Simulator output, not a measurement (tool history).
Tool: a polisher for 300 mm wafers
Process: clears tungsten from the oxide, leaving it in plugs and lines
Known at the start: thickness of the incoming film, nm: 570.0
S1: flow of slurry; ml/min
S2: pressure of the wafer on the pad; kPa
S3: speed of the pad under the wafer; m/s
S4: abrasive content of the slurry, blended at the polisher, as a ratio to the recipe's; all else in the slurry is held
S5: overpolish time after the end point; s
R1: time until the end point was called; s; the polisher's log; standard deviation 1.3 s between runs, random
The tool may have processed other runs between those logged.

run,day,S1,S2,S3,S4,S5,R1
1,0.000,150,31.0,1.16,1.0,15,71.513
2,0.350,150,31.0,1.32,1.0,15,67.055
3,0.717,150,27.6,1.30,1.0,15,75.339
4,1.058,185,27.6,1.30,1.0,15,71.661
5,1.333,185,32.4,1.30,1.0,15,62.517
6,1.596,185,27.6,1.30,1.0,15,71.558

What does the tool deliver on the next run?
7,1.942,185,24.8,1.28,1.0,15,?

R1: 80.647 s
